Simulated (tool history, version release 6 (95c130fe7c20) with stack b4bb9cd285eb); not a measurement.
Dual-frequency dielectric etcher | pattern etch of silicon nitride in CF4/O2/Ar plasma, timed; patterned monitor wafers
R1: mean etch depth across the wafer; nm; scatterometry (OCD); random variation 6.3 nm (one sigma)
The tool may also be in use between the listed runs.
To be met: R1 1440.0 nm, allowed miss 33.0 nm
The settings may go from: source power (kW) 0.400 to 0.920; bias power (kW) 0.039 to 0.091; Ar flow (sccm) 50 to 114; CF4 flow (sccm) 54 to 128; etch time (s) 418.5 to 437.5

{"run": 1, "hour": 0.0, "source power (kW)": 0.66, "bias power (kW)": 0.065, "Ar flow (sccm)": 82, "CF4 flow (sccm)": 91, "etch time (s)": 418.5, "R1": 1076.9}
{"run": 2, "hour": 3.4, "source power (kW)": 0.66, "bias power (kW)": 0.065, "Ar flow (sccm)": 92, "CF4 flow (sccm)": 91, "etch time (s)": 418.5, "R1": 1069.7}
{"run": 3, "hour": 4.8, "source power (kW)": 0.66, "bias power (kW)": 0.065, "Ar flow (sccm)": 92, "CF4 flow (sccm)": 91, "etch time (s)": 437.5, "R1": 1117.5}
{"run": 4, "hour": 7.7, "source power (kW)": 0.66, "bias power (kW)": 0.065, "Ar flow (sccm)": 103, "CF4 flow (sccm)": 91, "etch time (s)": 437.5, "R1": 1095.8}
{"hour": 14.0, "done": "bias power generator calibrated"}
{"run": 5, "hour": 14.0, "source power (kW)": 0.71, "bias power (kW)": 0.066, "Ar flow (sccm)": 103, "CF4 flow (sccm)": 91, "etch time (s)": 437.5, "R1": 1139.4}
{"run": 6, "hour": 17.4, "source power (kW)": 0.71, "bias power (kW)": 0.073, "Ar flow (sccm)": 103, "CF4 flow (sccm)": 91, "etch time (s)": 437.5, "R1": 1189.6}
{"run": 7, "hour": 20.4, "source power (kW)": 0.76, "bias power (kW)": 0.074, "Ar flow (sccm)": 103, "CF4 flow (sccm)": 91, "etch time (s)": 437.5, "R1": 1246.7}
{"run": 8, "hour": 23.0, "source power (kW)": 0.8, "bias power (kW)": 0.075, "Ar flow (sccm)": 103, "CF4 flow (sccm)": 91, "etch time (s)": 437.5, "R1": 1280.0}
{"run": 9, "hour": 24.1, "source power (kW)": 0.83, "bias power (kW)": 0.077, "Ar flow (sccm)": 102, "CF4 flow (sccm)": 91, "etch time (s)": 437.5, "R1": 1318.4}
{"run": 10, "hour": 29.4, "source power (kW)": 0.85, "bias power (kW)": 0.078, "Ar flow (sccm)": 101, "CF4 flow (sccm)": 92, "etch time (s)": 437.5, "R1": 1359.5}
{"run": 11, "hour": 34.2, "source power (kW)": 0.87, "bias power (kW)": 0.078, "Ar flow (sccm)": 101, "CF4 flow (sccm)": 92, "etch time (s)": 437.5, "R1": 1367.4}
{"run": 12, "hour": 38.1, "source power (kW)": 0.87, "bias power (kW)": 0.078, "Ar flow (sccm)": 101, "CF4 flow (sccm)": 92, "etch time (s)": 437.5, "R1": 1383.6}
{"run": 13, "hour": 43.9, "source power (kW)": 0.88, "bias power (kW)": 0.078, "Ar flow (sccm)": 101, "CF4 flow (sccm)": 92, "etch time (s)": 437.5, "R1": 1385.4}
{"run": 14, "hour": 52.1, "source power (kW)": 0.89, "bias power (kW)": 0.079, "Ar flow (sccm)": 101, "CF4 flow (sccm)": 92, "etch time (s)": 437.5, "R1": 1396.6}

4 next moves are on the table. One of them brings every result within its allowed miss. Which?
{"run": "A", "hour": 60.3, "source power (kW)": 0.84, "bias power (kW)": 0.084, "Ar flow (sccm)": 102, "CF4 flow (sccm)": 85, "etch time (s)": 424.5, "R1": "?"}
{"run": "B", "hour": 60.3, "source power (kW)": 0.85, "bias power (kW)": 0.082, "Ar flow (sccm)": 87, "CF4 flow (sccm)": 81, "etch time (s)": 437.5, "R1": "?"}
{"run": "C", "hour": 60.3, "source power (kW)": 0.92, "bias power (kW)": 0.074, "Ar flow (sccm)": 85, "CF4 flow (sccm)": 106, "etch time (s)": 435.0, "R1": "?"}
{"run": "D", "hour": 60.3, "source power (kW)": 0.89, "bias power (kW)": 0.084, "Ar flow (sccm)": 107, "CF4 flow (sccm)": 95, "etch time (s)": 418.5, "R1": "?"}

move=A R1=1342.1
move=B R1=1390.6
move=C R1=1435.1
move=D R1=1382.4
A: further off than the last run
B: further off than the last run
C: meets every target
D: further off than the last run
The right move is C.

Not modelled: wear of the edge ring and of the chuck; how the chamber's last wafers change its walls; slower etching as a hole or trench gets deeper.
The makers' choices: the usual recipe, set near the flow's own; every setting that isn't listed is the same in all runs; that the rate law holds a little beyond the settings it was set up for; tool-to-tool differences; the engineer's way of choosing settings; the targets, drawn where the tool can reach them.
